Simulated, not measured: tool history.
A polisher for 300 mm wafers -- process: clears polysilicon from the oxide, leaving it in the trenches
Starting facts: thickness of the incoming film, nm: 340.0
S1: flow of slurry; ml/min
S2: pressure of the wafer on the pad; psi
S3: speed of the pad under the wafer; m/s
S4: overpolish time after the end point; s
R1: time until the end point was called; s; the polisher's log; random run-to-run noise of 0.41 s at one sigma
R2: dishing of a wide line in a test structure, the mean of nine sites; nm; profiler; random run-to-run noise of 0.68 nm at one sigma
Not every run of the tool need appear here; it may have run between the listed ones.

Run 1, hour 0: S1 230 ml/min, S2 2.4 psi, S3 0.76 m/s, S4 13 s. Result: R1 39.187 s, R2 37.644 nm.
Run 2, hour 6.9: S1 185 ml/min, S2 2.4 psi, S3 0.76 m/s, S4 13 s. Result: R1 40.683 s, R2 38.989 nm.
Run 3, hour 13.1: S1 185 ml/min, S2 2.4 psi, S3 0.76 m/s, S4 10 s. Result: R1 40.716 s, R2 34.034 nm.
Run 4, hour 19.3: S1 195 ml/min, S2 2.5 psi, S3 0.76 m/s, S4 9 s. Result: R1 37.547 s, R2 34.677 nm.
Run 5, hour 21.6: S1 225 ml/min, S2 2.5 psi, S3 0.78 m/s, S4 8 s. Result: R1 36.846 s, R2 33.169 nm.
Run 6, hour 23.6: S1 195 ml/min, S2 2.5 psi, S3 0.78 m/s, S4 8 s. Result: R1 37.318 s, R2 33.575 nm.
Run 7, hour 28.5: S1 225 ml/min, S2 2.6 psi, S3 0.78 m/s, S4 7 s. Result: R1 35.148 s, R2 33.315 nm.

Predict the results of run 8:
Run 8, hour 35.1: S1 245 ml/min, S2 2.6 psi, S3 0.82 m/s, S4 6 s. Result: R1 ?, R2 ?.

Run 8 produced R1 33.915 s, R2 31.621 nm.

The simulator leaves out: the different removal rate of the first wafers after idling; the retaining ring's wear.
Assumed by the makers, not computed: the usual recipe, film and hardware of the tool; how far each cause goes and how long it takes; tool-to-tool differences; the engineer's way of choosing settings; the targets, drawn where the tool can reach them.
